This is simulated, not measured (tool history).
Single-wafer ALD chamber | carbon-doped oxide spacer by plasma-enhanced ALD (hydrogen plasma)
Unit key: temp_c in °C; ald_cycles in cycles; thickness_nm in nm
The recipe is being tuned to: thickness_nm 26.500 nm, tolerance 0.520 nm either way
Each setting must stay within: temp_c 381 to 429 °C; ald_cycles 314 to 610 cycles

run  hour  temp_c  ald_cycles  thickness_nm
  1   0.0     405         462        23.626
  2   3.9     403         470        24.232
  3   5.2     403         418        21.568
  4  10.5     401         434        22.334
  5  15.4     401         496        25.477
  6  24.2     401         437        22.442
  7  24.9     401         452        23.145
  8  25.4     401         465        23.825
  9  32.7     401         475        24.328
     41.4  -- thermocouple changed; heater temperature recalibrated
 10  41.4     401         483        24.457
 11  44.2     401         492        25.142
 12  47.1     401         497        25.353

Which one of the following 4 next-run settings gets every result inside its allowed miss? There is exactly one.
  A  50.0     404         491             ?
  B  50.0     384         518             ?
  C  50.0     407         479             ?
  D  50.0     396         461             ?

move  thickness_nm
   A        24.873
   B        26.569
   C        24.070
   D        23.645
A: lands further from the targets than the last run did
B: each result inside its tolerance
C: lands further from the targets than the last run did
D: lands further from the targets than the last run did
B meets every target.

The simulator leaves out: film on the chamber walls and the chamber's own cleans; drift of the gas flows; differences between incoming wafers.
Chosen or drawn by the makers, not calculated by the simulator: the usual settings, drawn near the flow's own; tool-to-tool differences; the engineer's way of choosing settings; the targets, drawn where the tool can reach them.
